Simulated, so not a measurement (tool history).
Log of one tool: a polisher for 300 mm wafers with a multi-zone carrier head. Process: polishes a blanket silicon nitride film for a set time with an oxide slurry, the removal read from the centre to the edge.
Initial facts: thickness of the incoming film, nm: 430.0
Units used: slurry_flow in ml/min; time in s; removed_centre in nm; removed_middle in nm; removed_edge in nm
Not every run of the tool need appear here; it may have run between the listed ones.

run  hour  slurry_flow  centre_zone  middle_zone  edge_zone  slurry_solids  time  removed_centre  removed_middle  removed_edge
  1   0.0          205         1.00         1.00       1.00           1.00    59          40.284          40.824        39.495
  2   4.6          210         1.02         1.03       1.03           1.10    59          42.719          43.432        41.915
  3   8.0          230         1.02         1.03       1.03           1.10    59          43.579          44.336        42.665
  4  10.3          240         1.04         1.05       1.05           1.15    59          44.929          46.161        44.733
  5  12.6          240         0.96         1.05       1.05           1.15    59          42.370          46.447        44.923
  6  19.2          250         1.00         1.07       1.06           1.20    59          45.019          48.295        45.646
  7  24.6          260         1.10         1.11       1.13           1.45    62          55.104          56.441        53.844

Forecast run 8:
  8  29.1          260         1.10         1.11       1.13           1.45    62               ?               ?             ?

For run 8 the tool returned removed_centre 56.191 nm, removed_middle 56.651 nm, removed_edge 54.476 nm.
